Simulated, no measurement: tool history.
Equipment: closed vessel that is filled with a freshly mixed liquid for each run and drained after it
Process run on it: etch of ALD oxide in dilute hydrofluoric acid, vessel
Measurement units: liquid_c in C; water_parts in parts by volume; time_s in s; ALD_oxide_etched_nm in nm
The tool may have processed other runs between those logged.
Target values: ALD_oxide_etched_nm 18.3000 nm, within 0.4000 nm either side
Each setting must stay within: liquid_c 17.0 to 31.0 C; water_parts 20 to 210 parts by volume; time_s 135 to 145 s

Run 1, day 0.000: liquid_c 23.0 C, water_parts 115 parts by volume, time_s 135 s. Result: ALD_oxide_etched_nm 15.6270 nm.
Run 2, day 0.196: liquid_c 23.0 C, water_parts 115 parts by volume, time_s 135 s. Result: ALD_oxide_etched_nm 15.5910 nm.
Run 3, day 0.567: liquid_c 26.0 C, water_parts 115 parts by volume, time_s 135 s. Result: ALD_oxide_etched_nm 17.6580 nm.
Run 4, day 0.950: liquid_c 26.0 C, water_parts 115 parts by volume, time_s 135 s. Result: ALD_oxide_etched_nm 17.6460 nm.
Run 5, day 1.104: liquid_c 26.0 C, water_parts 155 parts by volume, time_s 135 s. Result: ALD_oxide_etched_nm 12.3850 nm.
Run 6, day 1.233: liquid_c 26.0 C, water_parts 190 parts by volume, time_s 135 s. Result: ALD_oxide_etched_nm 9.7414 nm.
Run 7, day 1.317: liquid_c 27.0 C, water_parts 175 parts by volume, time_s 135 s. Result: ALD_oxide_etched_nm 11.1440 nm.
Run 8, day 1.546: liquid_c 28.0 C, water_parts 165 parts by volume, time_s 135 s. Result: ALD_oxide_etched_nm 12.5000 nm.
Run 9, day 1.788: liquid_c 28.5 C, water_parts 155 parts by volume, time_s 135 s. Result: ALD_oxide_etched_nm 13.5930 nm.
Run 10, day 2.133: liquid_c 29.0 C, water_parts 150 parts by volume, time_s 135 s. Result: ALD_oxide_etched_nm 14.4320 nm.
Run 11, day 2.450: liquid_c 29.5 C, water_parts 145 parts by volume, time_s 135 s. Result: ALD_oxide_etched_nm 15.2230 nm.
Run 12, day 2.671: liquid_c 30.0 C, water_parts 140 parts by volume, time_s 135 s. Result: ALD_oxide_etched_nm 16.1200 nm.
Run 13, day 2.954: liquid_c 30.0 C, water_parts 135 parts by volume, time_s 135 s. Result: ALD_oxide_etched_nm 16.9390 nm.

Of the 4 settings listed for the next run, only one would bring every result within its allowed miss of target. Which one?
Run A, day 3.238: liquid_c 29.5 C, water_parts 125 parts by volume, time_s 135 s. Result: ALD_oxide_etched_nm ?.
Run B, day 3.238: liquid_c 29.0 C, water_parts 130 parts by volume, time_s 140 s. Result: ALD_oxide_etched_nm ?.
Run C, day 3.238: liquid_c 31.0 C, water_parts 155 parts by volume, time_s 135 s. Result: ALD_oxide_etched_nm ?.
Run D, day 3.238: liquid_c 31.0 C, water_parts 135 parts by volume, time_s 135 s. Result: ALD_oxide_etched_nm ?.

move  ALD_oxide_etched_nm
   A              18.3380
   B              17.8330
   C              14.9990
   D              17.6920
A: all results land within tolerance of their targets
B: closer than the last run, but not yet in spec
C: further off than the last run
D: closer than the last run, but not yet in spec
A is the move that brings every result within its allowed miss.
